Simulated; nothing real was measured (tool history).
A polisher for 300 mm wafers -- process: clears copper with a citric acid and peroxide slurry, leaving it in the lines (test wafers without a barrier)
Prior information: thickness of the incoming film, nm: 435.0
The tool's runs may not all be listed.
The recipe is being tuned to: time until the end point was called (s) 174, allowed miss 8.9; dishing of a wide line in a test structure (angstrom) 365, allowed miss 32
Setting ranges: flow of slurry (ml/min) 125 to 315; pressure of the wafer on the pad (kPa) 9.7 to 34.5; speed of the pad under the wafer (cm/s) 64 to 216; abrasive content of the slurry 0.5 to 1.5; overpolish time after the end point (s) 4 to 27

run	hour	flow of slurry (ml/min)	pressure of the wafer on the pad (kPa)	speed of the pad under the wafer (cm/s)	abrasive content of the slurry	overpolish time after the end point (s)	time until the end point was called (s)	dishing of a wide line in a test structure (angstrom)
1	0	205	22.1	140	1	14	115.63	397
2	7.1	205	21.4	140	1	14	117.92	393.9
3	9.1	240	21.4	140	1	14	116.49	386.03
4	14	240	21.4	140	0.8	14	123.81	393.07
5	19.8	240	21.4	110	0.8	14	146.15	326.67
6	25.6	290	21.4	110	0.8	14	145.18	338.46
7	29.3	290	20.7	110	0.8	14	146.44	329.06
8	35.9	290	20	110	0.8	14	154.95	313.82

Which of these 5 next moves meets every target?
A	42.5	305	19.3	122	0.8	12	?	?
B	42.5	310	17.2	114	0.65	19	?	?
C	42.5	280	21.4	104	0.75	13	?	?
D	42.5	260	19.3	98	0.8	24	?	?
E	42.5	300	26.9	102	1	9	?	?

move	time until the end point was called (s)	dishing of a wide line in a test structure (angstrom)
A	146.89	288.43
B	176.26	366.26
C	156.38	294.04
D	175.74	449.98
E	122.77	264.18
A: moves away from the targets compared with the last run
B: all results in spec
C: about as far from the targets as the last run
D: the furthest-off result lands on target, but another misses its tolerance
E: moves away from the targets compared with the last run
So the answer is move B, the one that meets all the targets.
